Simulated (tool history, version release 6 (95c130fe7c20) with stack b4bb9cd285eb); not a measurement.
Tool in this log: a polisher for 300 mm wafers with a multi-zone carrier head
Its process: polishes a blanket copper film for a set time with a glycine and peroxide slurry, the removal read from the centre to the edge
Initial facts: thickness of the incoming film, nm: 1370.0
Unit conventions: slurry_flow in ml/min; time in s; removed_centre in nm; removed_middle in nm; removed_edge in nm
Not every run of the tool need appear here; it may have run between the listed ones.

run 1 hour=0.0 | slurry_flow=170 centre_zone=1.00 middle_zone=1.00 edge_zone=1.00 time=54 | removed_centre=418.35 removed_middle=429.52 removed_edge=431.33
run 2 hour=6.2 | slurry_flow=170 centre_zone=0.96 middle_zone=1.00 edge_zone=1.00 time=54 | removed_centre=409.39 removed_middle=413.48 removed_edge=433.17
run 3 hour=8.1 | slurry_flow=170 centre_zone=0.96 middle_zone=1.00 edge_zone=0.93 time=54 | removed_centre=407.22 removed_middle=425.05 removed_edge=419.80
run 4 hour=15.0 | slurry_flow=135 centre_zone=0.96 middle_zone=1.00 edge_zone=0.93 time=54 | removed_centre=383.97 removed_middle=406.97 removed_edge=403.48
run 5 hour=16.5 | slurry_flow=175 centre_zone=0.96 middle_zone=1.00 edge_zone=0.93 time=54 | removed_centre=399.66 removed_middle=430.73 removed_edge=423.19
run 6 hour=20.1 | slurry_flow=175 centre_zone=0.99 middle_zone=1.00 edge_zone=0.93 time=54 | removed_centre=423.42 removed_middle=418.97 removed_edge=420.17
run 7 hour=21.7 | slurry_flow=185 centre_zone=1.01 middle_zone=1.01 edge_zone=0.96 time=55 | removed_centre=439.13 removed_middle=437.43 removed_edge=442.22
run 8 hour=27.0 | slurry_flow=195 centre_zone=1.03 middle_zone=1.02 edge_zone=0.98 time=56 | removed_centre=461.68 removed_middle=459.17 removed_edge=457.26

Estimate the outcome of run 9 from the log above:
run 9 hour=34.0 | slurry_flow=200 centre_zone=1.05 middle_zone=1.02 edge_zone=1.00 time=56 | removed_centre=? removed_middle=? removed_edge=?

Logged for run 9: removed_centre 480.88 nm, removed_middle 469.58 nm, removed_edge 466.11 nm.
